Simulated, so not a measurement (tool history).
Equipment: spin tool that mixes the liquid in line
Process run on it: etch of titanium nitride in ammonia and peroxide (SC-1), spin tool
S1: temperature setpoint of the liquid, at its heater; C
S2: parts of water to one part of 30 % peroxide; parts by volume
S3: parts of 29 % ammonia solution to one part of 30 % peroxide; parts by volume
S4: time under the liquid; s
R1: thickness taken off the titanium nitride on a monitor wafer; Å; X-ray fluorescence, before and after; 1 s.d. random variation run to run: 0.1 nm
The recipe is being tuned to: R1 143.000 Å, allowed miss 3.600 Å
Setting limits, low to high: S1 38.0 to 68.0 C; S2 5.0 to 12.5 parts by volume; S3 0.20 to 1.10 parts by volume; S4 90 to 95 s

{"run": 1, "hour": 0.0, "S1": 52.0, "S2": 7.0, "S3": 0.6, "S4": 90, "R1": 74.52}
{"run": 2, "hour": 4.4, "S1": 52.0, "S2": 7.0, "S3": 0.5, "S4": 90, "R1": 73.06}
{"run": 3, "hour": 13.1, "S1": 53.5, "S2": 7.0, "S3": 0.5, "S4": 90, "R1": 82.212}
{"run": 4, "hour": 13.9, "S1": 54.5, "S2": 7.0, "S3": 0.5, "S4": 90, "R1": 86.505}
{"run": 5, "hour": 16.6, "S1": 54.5, "S2": 7.0, "S3": 0.3, "S4": 90, "R1": 80.343}
{"run": 6, "hour": 20.3, "S1": 56.0, "S2": 7.0, "S3": 0.3, "S4": 90, "R1": 87.472}
{"run": 7, "hour": 28.7, "S1": 57.0, "S2": 7.0, "S3": 0.3, "S4": 90, "R1": 93.212}
{"run": 8, "hour": 32.9, "S1": 58.0, "S2": 7.0, "S3": 0.3, "S4": 90, "R1": 99.275}
{"run": 9, "hour": 38.7, "S1": 59.0, "S2": 7.0, "S3": 0.3, "S4": 90, "R1": 105.55}

Pick the move, out of 4, that brings all results within their allowed miss; only one does.
{"run": "A", "hour": 44.5, "S1": 64.0, "S2": 8.0, "S3": 0.2, "S4": 90, "R1": "?"}
{"run": "B", "hour": 44.5, "S1": 57.0, "S2": 5.0, "S3": 0.45, "S4": 95, "R1": "?"}
{"run": "C", "hour": 44.5, "S1": 58.0, "S2": 9.0, "S3": 0.2, "S4": 90, "R1": "?"}
{"run": "D", "hour": 44.5, "S1": 63.0, "S2": 7.5, "S3": 0.3, "S4": 95, "R1": "?"}

move=A R1=129.450
move=B R1=125.850
move=C R1=82.302
move=D R1=142.730
A: better than the last run, though not everything is in spec
B: better than the last run, though not everything is in spec
C: further off than the last run
D: all results in spec
The right move is D.
